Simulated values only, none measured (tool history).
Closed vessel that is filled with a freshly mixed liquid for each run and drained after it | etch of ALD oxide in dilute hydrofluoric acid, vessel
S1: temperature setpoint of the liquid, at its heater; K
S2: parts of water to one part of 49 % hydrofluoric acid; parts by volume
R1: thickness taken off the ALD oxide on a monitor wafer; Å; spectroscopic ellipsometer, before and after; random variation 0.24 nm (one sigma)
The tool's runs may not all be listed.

Run 1, hour 0: S1 296.15 K, S2 60 parts by volume, time in the liquid (s) 130. Result: R1 325.46 Å.
Run 2, hour 8.6: S1 293.65 K, S2 60 parts by volume, time in the liquid (s) 130. Result: R1 290.7 Å.
Run 3, hour 11: S1 293.65 K, S2 60 parts by volume, time in the liquid (s) 130. Result: R1 293.16 Å.
Run 4, hour 12: S1 294.65 K, S2 60 parts by volume, time in the liquid (s) 130. Result: R1 303.85 Å.
Run 5, hour 18.6: S1 294.65 K, S2 50 parts by volume, time in the liquid (s) 130. Result: R1 366.89 Å.
Run 6, hour 25.7: S1 291.15 K, S2 50 parts by volume, time in the liquid (s) 130. Result: R1 319.24 Å.
Run 7, hour 29.6: S1 292.65 K, S2 50 parts by volume, time in the liquid (s) 130. Result: R1 339.94 Å.
Run 8, hour 31.5: S1 293.65 K, S2 50 parts by volume, time in the liquid (s) 130. Result: R1 356.1 Å.
Run 9, hour 37.1: S1 294.65 K, S2 50 parts by volume, time in the liquid (s) 130. Result: R1 367.91 Å.

Run 10 comes next. What will it give?
Run 10, hour 40.6: S1 295.65 K, S2 50 parts by volume, time in the liquid (s) 130. Result: R1 ?.

Run 10 gave R1 384.7 Å.

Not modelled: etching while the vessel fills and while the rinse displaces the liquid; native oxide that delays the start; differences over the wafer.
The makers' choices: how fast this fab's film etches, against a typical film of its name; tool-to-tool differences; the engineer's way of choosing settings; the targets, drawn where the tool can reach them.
